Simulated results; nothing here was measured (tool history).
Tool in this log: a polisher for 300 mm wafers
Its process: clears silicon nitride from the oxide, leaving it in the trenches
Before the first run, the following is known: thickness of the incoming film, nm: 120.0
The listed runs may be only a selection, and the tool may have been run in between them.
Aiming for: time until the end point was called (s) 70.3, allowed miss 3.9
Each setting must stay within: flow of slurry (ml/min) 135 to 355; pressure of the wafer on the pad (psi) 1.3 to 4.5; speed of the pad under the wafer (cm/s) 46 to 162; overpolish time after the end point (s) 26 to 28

run,hour,flow of slurry (ml/min),pressure of the wafer on the pad (psi),speed of the pad under the wafer (cm/s),overpolish time after the end point (s),time until the end point was called (s)
1,0,225,2.9,104,26,122.06
2,0.6,225,3.4,104,26,110.95
3,1.3,225,3.7,110,26,92.275
4,9.7,225,3.9,112,26,88.964
5,14.9,225,4.1,114,26,83.346
6,18.2,225,3.6,114,26,92.943
7,25,225,3.8,116,26,84.609
8,31.4,225,4,116,26,82.605
9,32,225,4.1,118,26,78.211
10,35.9,225,4.2,118,26,78.062

Exactly one of the 4 candidate moves below puts every result within its allowed miss. Which one?
A,39.8,250,3.8,110,26,?
B,39.8,250,4.4,136,26,?
C,39.8,270,4.5,118,26,?
D,39.8,235,4.4,102,27,?

move,time until the end point was called (s)
A,87.219
B,61.733
C,68.882
D,82.205
A: its largest miss is bigger than the last run's
B: carries the result that was furthest off beyond its target, to the other side
C: in spec on every target
D: its largest miss is bigger than the last run's
Move C is the one to make.
